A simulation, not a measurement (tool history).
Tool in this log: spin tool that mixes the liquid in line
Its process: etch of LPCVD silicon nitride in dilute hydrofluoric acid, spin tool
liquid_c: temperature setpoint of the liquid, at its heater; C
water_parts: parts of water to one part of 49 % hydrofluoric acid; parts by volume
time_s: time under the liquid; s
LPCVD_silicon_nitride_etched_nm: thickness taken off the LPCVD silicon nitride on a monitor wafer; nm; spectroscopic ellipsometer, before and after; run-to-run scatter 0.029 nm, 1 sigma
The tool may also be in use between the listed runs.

run  hour  liquid_c  water_parts  time_s  LPCVD_silicon_nitride_etched_nm
  1     0        21           45     300                           2.1107
  2   1.1        21           55     300                           1.6965
  3   5.3        20           55     300                           1.6758
  4  11.1        20           55     320                           1.7389
  5  14.8      19.5           55     320                           1.6521
  6    23        19           55     320                           1.5889
  7  27.5      18.5           55     320                           1.6377
  8  33.4        18           60     320                           1.3843

The next listed run, before its measurement:
  9  37.3      17.5           60     320                                ?

LPCVD_silicon_nitride_etched_nm: 1.3853 nm

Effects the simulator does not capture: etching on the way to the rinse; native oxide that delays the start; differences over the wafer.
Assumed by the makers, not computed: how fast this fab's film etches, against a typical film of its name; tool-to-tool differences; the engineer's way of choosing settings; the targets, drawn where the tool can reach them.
